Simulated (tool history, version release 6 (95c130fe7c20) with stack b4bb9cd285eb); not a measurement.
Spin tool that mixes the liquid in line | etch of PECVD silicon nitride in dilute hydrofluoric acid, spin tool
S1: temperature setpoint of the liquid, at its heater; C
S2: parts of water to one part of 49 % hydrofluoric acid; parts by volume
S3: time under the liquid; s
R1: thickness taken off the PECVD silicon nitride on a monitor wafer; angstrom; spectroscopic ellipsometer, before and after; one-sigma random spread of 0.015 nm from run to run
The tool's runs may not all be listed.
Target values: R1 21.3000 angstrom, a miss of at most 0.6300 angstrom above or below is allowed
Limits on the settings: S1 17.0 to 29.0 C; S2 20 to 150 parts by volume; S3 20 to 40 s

run 1 hour=0.0 | S1=21.0 S2=85 S3=40 | R1=10.1320
run 2 hour=6.9 | S1=21.0 S2=85 S3=20 | R1=5.1196
run 3 hour=15.7 | S1=19.0 S2=85 S3=20 | R1=4.4311
run 4 hour=22.1 | S1=22.0 S2=85 S3=20 | R1=5.4961
run 5 hour=25.3 | S1=24.5 S2=65 S3=25 | R1=10.4880
-- hour=28.1 thermometer replaced
run 6 hour=28.1 | S1=24.5 S2=80 S3=25 | R1=7.4960
run 7 hour=32.9 | S1=26.0 S2=65 S3=25 | R1=10.1460
run 8 hour=33.8 | S1=27.0 S2=50 S3=25 | R1=14.0700
run 9 hour=35.7 | S1=27.5 S2=45 S3=25 | R1=16.0320

Which of these 4 next moves meets every target?
run A hour=37.6 | S1=29.0 S2=35 S3=25 | R1=?
run B hour=37.6 | S1=27.0 S2=50 S3=35 | R1=?
run C hour=37.6 | S1=28.0 S2=25 S3=20 | R1=?
run D hour=37.6 | S1=29.0 S2=60 S3=40 | R1=?

move=A R1=22.3670
move=B R1=19.3490
move=C R1=23.2250
move=D R1=21.0450
A: moves the result that the last run missed by most past its target, out the other side
B: closes in on the targets versus the last run, not all within tolerance yet
C: moves the result that the last run missed by most past its target, out the other side
D: every result lands within tolerance
So the answer is move D, the one that meets all the targets.
